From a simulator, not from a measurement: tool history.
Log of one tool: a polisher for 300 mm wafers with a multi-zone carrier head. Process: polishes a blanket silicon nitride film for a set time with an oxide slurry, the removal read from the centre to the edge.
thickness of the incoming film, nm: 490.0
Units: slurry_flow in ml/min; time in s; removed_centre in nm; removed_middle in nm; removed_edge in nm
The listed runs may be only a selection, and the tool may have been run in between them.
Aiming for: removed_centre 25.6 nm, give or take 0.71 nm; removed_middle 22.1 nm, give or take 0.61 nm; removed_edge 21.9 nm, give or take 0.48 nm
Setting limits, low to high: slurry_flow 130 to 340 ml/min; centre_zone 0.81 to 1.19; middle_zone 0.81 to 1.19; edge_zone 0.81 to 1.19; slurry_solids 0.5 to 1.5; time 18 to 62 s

run 1 hour=0 | slurry_flow=220 centre_zone=1 middle_zone=1 edge_zone=1 slurry_solids=1 time=40 | removed_centre=28.931 removed_middle=29.724 removed_edge=29.725
run 2 hour=3.5 | slurry_flow=220 centre_zone=1 middle_zone=0.96 edge_zone=1 slurry_solids=1 time=40 | removed_centre=28.979 removed_middle=28.858 removed_edge=29.464
run 3 hour=8.9 | slurry_flow=215 centre_zone=1.02 middle_zone=0.93 edge_zone=0.95 slurry_solids=0.9 time=40 | removed_centre=28.056 removed_middle=26.349 removed_edge=27.37
run 4 hour=17 | slurry_flow=215 centre_zone=1.02 middle_zone=0.93 edge_zone=0.91 slurry_solids=0.9 time=40 | removed_centre=27.652 removed_middle=26.384 removed_edge=27.174
run 5 hour=22.3 | slurry_flow=215 centre_zone=1.02 middle_zone=0.93 edge_zone=0.91 slurry_solids=0.7 time=40 | removed_centre=24.612 removed_middle=23.292 removed_edge=23.561
run 6 hour=30.9 | slurry_flow=215 centre_zone=1.06 middle_zone=0.93 edge_zone=0.91 slurry_solids=0.7 time=40 | removed_centre=25.072 removed_middle=22.94 removed_edge=23.702
run 7 hour=34.1 | slurry_flow=210 centre_zone=1.1 middle_zone=0.94 edge_zone=0.88 slurry_solids=0.7 time=40 | removed_centre=25.968 removed_middle=23.238 removed_edge=23.341
run 8 hour=37.4 | slurry_flow=200 centre_zone=1.11 middle_zone=0.94 edge_zone=0.86 slurry_solids=0.7 time=40 | removed_centre=25.91 removed_middle=23.243 removed_edge=22.65
run 9 hour=45.5 | slurry_flow=190 centre_zone=1.11 middle_zone=0.93 edge_zone=0.86 slurry_solids=0.7 time=40 | removed_centre=25.743 removed_middle=22.978 removed_edge=22.547

4 candidate next runs follow, results not yet known. Just one meets every target within its allowed miss. Identify it.
run A hour=53.6 | slurry_flow=130 centre_zone=1.08 middle_zone=0.97 edge_zone=0.86 slurry_solids=0.75 time=42 | removed_centre=? removed_middle=? removed_edge=?
run B hour=53.6 | slurry_flow=205 centre_zone=1.07 middle_zone=0.92 edge_zone=0.81 slurry_solids=0.6 time=46 | removed_centre=? removed_middle=? removed_edge=?
run C hour=53.6 | slurry_flow=235 centre_zone=1.16 middle_zone=0.95 edge_zone=0.89 slurry_solids=0.65 time=39 | removed_centre=? removed_middle=? removed_edge=?
run D hour=53.6 | slurry_flow=275 centre_zone=1.16 middle_zone=0.88 edge_zone=0.87 slurry_solids=0.65 time=40 | removed_centre=? removed_middle=? removed_edge=?

move=A removed_centre=25.052 removed_middle=24.314 removed_edge=23.342
move=B removed_centre=26.295 removed_middle=24.347 removed_edge=23.284
move=C removed_centre=25.264 removed_middle=22.608 removed_edge=21.854
move=D removed_centre=26.419 removed_middle=22.153 removed_edge=22.507
A: misses by more than the last run did
B: misses by more than the last run did
C: in spec on every target
D: the worst result of the last run now meets its target, but another is out of spec
The move that meets every target is C.

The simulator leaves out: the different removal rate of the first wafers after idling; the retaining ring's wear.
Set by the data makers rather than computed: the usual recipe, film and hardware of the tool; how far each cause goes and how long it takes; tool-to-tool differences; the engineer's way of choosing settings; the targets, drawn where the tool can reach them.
